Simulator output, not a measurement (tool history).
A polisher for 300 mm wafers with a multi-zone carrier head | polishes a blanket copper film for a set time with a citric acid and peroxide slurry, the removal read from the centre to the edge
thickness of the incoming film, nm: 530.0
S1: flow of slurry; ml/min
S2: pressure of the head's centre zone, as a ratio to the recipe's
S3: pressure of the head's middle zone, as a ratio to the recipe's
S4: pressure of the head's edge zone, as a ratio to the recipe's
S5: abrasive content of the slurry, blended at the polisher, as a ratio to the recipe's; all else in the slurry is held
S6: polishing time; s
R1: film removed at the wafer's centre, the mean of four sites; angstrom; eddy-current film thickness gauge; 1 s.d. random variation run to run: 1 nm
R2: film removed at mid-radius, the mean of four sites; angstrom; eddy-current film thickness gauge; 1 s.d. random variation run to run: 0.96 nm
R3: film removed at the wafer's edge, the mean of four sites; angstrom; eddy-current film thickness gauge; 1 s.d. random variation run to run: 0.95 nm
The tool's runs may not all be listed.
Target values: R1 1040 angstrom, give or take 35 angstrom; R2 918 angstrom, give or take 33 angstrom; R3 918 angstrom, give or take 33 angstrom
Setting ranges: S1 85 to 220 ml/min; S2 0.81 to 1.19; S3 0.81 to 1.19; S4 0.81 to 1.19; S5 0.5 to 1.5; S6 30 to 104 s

run 1 hour=0 | S1=140 S2=1 S3=1 S4=1 S5=1 S6=67 | R1=720.29 R2=715.03 R3=723.21
run 2 hour=7 | S1=155 S2=1.04 S3=1.02 S4=1.03 S5=1.1 S6=68 | R1=785.16 R2=746.21 R3=781.57
run 3 hour=12.5 | S1=165 S2=1.07 S3=1.05 S4=1.02 S5=1.2 S6=69 | R1=862.46 R2=810.08 R3=782.39
run 4 hour=16.9 | S1=190 S2=1.07 S3=1.05 S4=1.02 S5=1.2 S6=69 | R1=869.54 R2=829.47 R3=814.16
run 5 hour=21 | S1=190 S2=1.07 S3=1.05 S4=1.02 S5=1.2 S6=75 | R1=943.58 R2=907.01 R3=860.63
-- hour=25.6 worn pad replaced by a new one
run 6 hour=25.6 | S1=190 S2=1.07 S3=1.11 S4=1.02 S5=1.2 S6=75 | R1=1067 R2=1027.5 R3=974.38
run 7 hour=31.2 | S1=180 S2=1.08 S3=1.1 S4=1.03 S5=1.2 S6=75 | R1=1065.1 R2=1047.8 R3=995.32
run 8 hour=32.3 | S1=180 S2=1.1 S3=1.08 S4=1.04 S5=1.2 S6=75 | R1=1078 R2=1035.9 R3=979.34
run 9 hour=34.1 | S1=180 S2=1.1 S3=1.08 S4=1.04 S5=1.2 S6=75 | R1=1075.7 R2=1014.3 R3=973.35
run 10 hour=40.7 | S1=180 S2=1.1 S3=1.08 S4=1.04 S5=1.2 S6=75 | R1=1090.3 R2=1016.5 R3=998.9

Of the 5 settings listed for the next run, only one would bring every result within its allowed miss of target. Which one?
run A hour=47.3 | S1=150 S2=1.11 S3=1.11 S4=1.01 S5=1.2 S6=83 | R1=? R2=? R3=?
run B hour=47.3 | S1=200 S2=1.12 S3=1.06 S4=1.18 S5=1.15 S6=72 | R1=? R2=? R3=?
run C hour=47.3 | S1=165 S2=1.11 S3=1.07 S4=1.15 S5=1.15 S6=75 | R1=? R2=? R3=?
run D hour=47.3 | S1=195 S2=1.19 S3=0.86 S4=1.15 S5=1.35 S6=72 | R1=? R2=? R3=?
run E hour=47.3 | S1=170 S2=1.13 S3=1.02 S4=1.02 S5=1.2 S6=71 | R1=? R2=? R3=?

move=A R1=1171.5 R2=1124 R3=1059.7
move=B R1=1076.2 R2=983.46 R3=1024
move=C R1=1072 R2=999.22 R3=1028
move=D R1=1172.4 R2=872.24 R3=1040.6
move=E R1=1047.5 R2=926.3 R3=927.64
A: lands further from the targets than the last run did
B: lands further from the targets than the last run did
C: lands further from the targets than the last run did
D: takes the result that was furthest off past its target
E: every result lands within tolerance
Go with E: it meets all targets.
